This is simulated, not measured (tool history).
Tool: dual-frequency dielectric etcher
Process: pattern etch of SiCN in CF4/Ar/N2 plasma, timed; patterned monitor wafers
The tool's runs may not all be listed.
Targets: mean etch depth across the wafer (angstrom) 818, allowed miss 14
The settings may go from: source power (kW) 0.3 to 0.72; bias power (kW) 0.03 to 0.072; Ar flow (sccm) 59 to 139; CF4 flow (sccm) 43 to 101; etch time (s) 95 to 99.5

run,hour,source power (kW),bias power (kW),Ar flow (sccm),CF4 flow (sccm),etch time (s),mean etch depth across the wafer (angstrom)
1,0,0.51,0.051,99,72,95,885.86
2,8.9,0.51,0.051,99,80,95,905.25
3,11,0.51,0.059,99,80,95,955.31
4,17.9,0.49,0.059,99,80,95,930.68
5,23.5,0.49,0.059,99,71,95,913.96
6,26.8,0.44,0.059,99,71,95,864.38
7,27.9,0.43,0.059,99,71,95,857.03
8,36.2,0.43,0.059,99,71,95,854.67
9,44.8,0.42,0.059,99,71,95,846.89
10,50.4,0.41,0.059,99,71,95,837.2

Which of these 5 next moves meets every target?
A,56,0.45,0.053,92,73,96.5,?
B,56,0.43,0.056,112,61,96,?
C,56,0.4,0.064,97,64,96,?
D,56,0.47,0.051,107,77,96,?
E,56,0.39,0.065,101,71,96.5,?

move,mean etch depth across the wafer (angstrom)
A,865.49
B,811.82
C,848.35
D,859.7
E,858.33
A: further off than the last run
B: meets every target
C: further off than the last run
D: further off than the last run
E: further off than the last run
Answer: B

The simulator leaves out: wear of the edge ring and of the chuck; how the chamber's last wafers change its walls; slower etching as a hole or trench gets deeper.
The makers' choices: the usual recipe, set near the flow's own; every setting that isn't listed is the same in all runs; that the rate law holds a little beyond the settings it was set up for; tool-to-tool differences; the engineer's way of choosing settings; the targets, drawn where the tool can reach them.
